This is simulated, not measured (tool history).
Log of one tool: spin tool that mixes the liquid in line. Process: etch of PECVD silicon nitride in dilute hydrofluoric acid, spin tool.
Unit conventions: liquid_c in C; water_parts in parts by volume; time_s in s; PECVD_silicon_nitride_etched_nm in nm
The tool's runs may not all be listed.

| run | day | liquid_c | water_parts | time_s | PECVD_silicon_nitride_etched_nm |
|---|---|---|---|---|---|
| 1 | 0.000 | 23.0 | 155 | 65 | 0.94071 |
| 2 | 0.108 | 24.5 | 155 | 65 | 1.04180 |
| 3 | 0.312 | 24.5 | 155 | 65 | 1.04740 |
| 4 | 0.342 | 24.5 | 200 | 65 | 0.80645 |
| 5 | 0.612 | 25.5 | 190 | 65 | 0.90834 |
| 6 | 0.854 | 25.5 | 190 | 45 | 0.61770 |

Predict the results of run 7:
| 7 | 0.929 | 25.5 | 165 | 45 | ? |

PECVD_silicon_nitride_etched_nm: 0.72862 nm
